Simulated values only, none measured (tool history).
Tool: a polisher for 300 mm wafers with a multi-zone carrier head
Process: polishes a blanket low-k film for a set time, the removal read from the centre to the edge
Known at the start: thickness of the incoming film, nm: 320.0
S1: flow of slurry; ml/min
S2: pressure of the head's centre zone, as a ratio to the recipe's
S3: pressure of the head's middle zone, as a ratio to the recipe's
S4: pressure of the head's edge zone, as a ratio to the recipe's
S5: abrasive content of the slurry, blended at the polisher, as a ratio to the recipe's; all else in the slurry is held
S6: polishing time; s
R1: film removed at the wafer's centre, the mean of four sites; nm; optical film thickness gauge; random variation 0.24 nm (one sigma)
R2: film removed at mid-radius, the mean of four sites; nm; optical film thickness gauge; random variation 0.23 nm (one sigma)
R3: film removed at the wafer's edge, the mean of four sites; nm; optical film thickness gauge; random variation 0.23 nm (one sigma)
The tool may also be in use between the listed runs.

run 1 day=0.000 | S1=120 S2=1.00 S3=1.00 S4=1.00 S5=1.00 S6=75 | R1=24.171 R2=24.726 R3=23.967
run 2 day=0.292 | S1=120 S2=1.00 S3=0.94 S4=1.00 S5=1.00 S6=75 | R1=23.935 R2=22.867 R3=24.226
run 3 day=0.608 | S1=130 S2=1.00 S3=0.94 S4=1.00 S5=1.00 S6=75 | R1=24.290 R2=23.039 R3=23.879
run 4 day=0.779 | S1=130 S2=1.00 S3=0.89 S4=1.00 S5=1.00 S6=75 | R1=24.717 R2=21.951 R3=24.138
run 5 day=0.850 | S1=130 S2=1.00 S3=0.84 S4=1.00 S5=1.00 S6=75 | R1=23.572 R2=21.518 R3=24.733
run 6 day=1.088 | S1=130 S2=1.06 S3=0.84 S4=1.00 S5=1.00 S6=75 | R1=25.836 R2=21.373 R3=24.166
run 7 day=1.138 | S1=120 S2=1.05 S3=0.83 S4=1.02 S5=0.90 S6=74 | R1=23.733 R2=19.611 R3=23.490
run 8 day=1.242 | S1=115 S2=1.03 S3=0.82 S4=1.00 S5=0.80 S6=74 | R1=21.512 R2=17.971 R3=21.376
-- day=1.558 worn pad replaced by a new one
run 9 day=1.558 | S1=105 S2=1.02 S3=0.82 S4=1.00 S5=0.80 S6=74 | R1=22.654 R2=19.533 R3=23.411

Forecast run 10:
run 10 day=1.696 | S1=115 S2=1.00 S3=0.82 S4=1.02 S5=0.75 S6=74 | R1=? R2=? R3=?

R1: 22.356 nm
R2: 19.554 nm
R3: 23.407 nm
